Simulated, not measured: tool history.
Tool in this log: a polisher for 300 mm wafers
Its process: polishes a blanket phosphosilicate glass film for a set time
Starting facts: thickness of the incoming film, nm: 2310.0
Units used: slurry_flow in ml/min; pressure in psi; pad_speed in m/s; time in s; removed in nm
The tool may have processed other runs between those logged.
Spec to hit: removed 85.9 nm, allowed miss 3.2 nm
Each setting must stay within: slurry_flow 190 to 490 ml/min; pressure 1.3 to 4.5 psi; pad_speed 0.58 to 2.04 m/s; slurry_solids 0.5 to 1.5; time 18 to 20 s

{"run": 1, "hour": 0.0, "slurry_flow": 315, "pressure": 2.9, "pad_speed": 1.3, "slurry_solids": 1, "time": 20, "removed": 165.46}
{"run": 2, "hour": 1.5, "slurry_flow": 315, "pressure": 2.9, "pad_speed": 1.3, "slurry_solids": 0.85, "time": 20, "removed": 152.12}
{"run": 3, "hour": 6.4, "slurry_flow": 315, "pressure": 2.9, "pad_speed": 1.56, "slurry_solids": 0.85, "time": 20, "removed": 174.91}
{"run": 4, "hour": 13.9, "slurry_flow": 315, "pressure": 2.9, "pad_speed": 1.56, "slurry_solids": 0.7, "time": 20, "removed": 153.19}
{"run": 5, "hour": 14.5, "slurry_flow": 315, "pressure": 2.9, "pad_speed": 1.56, "slurry_solids": 0.9, "time": 20, "removed": 181.91}
{"run": 6, "hour": 22.8, "slurry_flow": 315, "pressure": 2.9, "pad_speed": 1.4, "slurry_solids": 0.9, "time": 20, "removed": 168.89}
{"run": 7, "hour": 23.4, "slurry_flow": 315, "pressure": 2.5, "pad_speed": 1.34, "slurry_solids": 0.9, "time": 20, "removed": 140.53}
{"run": 8, "hour": 26.8, "slurry_flow": 315, "pressure": 2.2, "pad_speed": 1.3, "slurry_solids": 0.9, "time": 20, "removed": 121.58}
{"run": 9, "hour": 35.3, "slurry_flow": 315, "pressure": 2, "pad_speed": 1.28, "slurry_solids": 0.9, "time": 20, "removed": 108.05}
{"run": 10, "hour": 42.1, "slurry_flow": 315, "pressure": 1.9, "pad_speed": 1.28, "slurry_solids": 0.9, "time": 20, "removed": 103.57}
{"run": 11, "hour": 42.9, "slurry_flow": 315, "pressure": 1.8, "pad_speed": 1.28, "slurry_solids": 0.9, "time": 20, "removed": 99.005}
{"run": 12, "hour": 48.4, "slurry_flow": 315, "pressure": 1.7, "pad_speed": 1.28, "slurry_solids": 0.9, "time": 20, "removed": 93.33}

Below are 4 possible settings for the next run. Only one of them brings all results inside the allowed miss of their targets. Which is it?
{"run": "A", "hour": 53.9, "slurry_flow": 455, "pressure": 1.6, "pad_speed": 1.8, "slurry_solids": 0.55, "time": 20, "removed": "?"}
{"run": "B", "hour": 53.9, "slurry_flow": 325, "pressure": 1.6, "pad_speed": 1.14, "slurry_solids": 0.85, "time": 20, "removed": "?"}
{"run": "C", "hour": 53.9, "slurry_flow": 345, "pressure": 1.3, "pad_speed": 1.62, "slurry_solids": 0.95, "time": 18, "removed": "?"}
{"run": "D", "hour": 53.9, "slurry_flow": 265, "pressure": 1.7, "pad_speed": 1.28, "slurry_solids": 0.95, "time": 18, "removed": "?"}

move=A removed=79.006
move=B removed=76.818
move=C removed=79.828
move=D removed=83.736
A: takes the result that was furthest off past its target
B: takes the result that was furthest off past its target
C: takes the result that was furthest off past its target
D: in spec on every target
Answer: D

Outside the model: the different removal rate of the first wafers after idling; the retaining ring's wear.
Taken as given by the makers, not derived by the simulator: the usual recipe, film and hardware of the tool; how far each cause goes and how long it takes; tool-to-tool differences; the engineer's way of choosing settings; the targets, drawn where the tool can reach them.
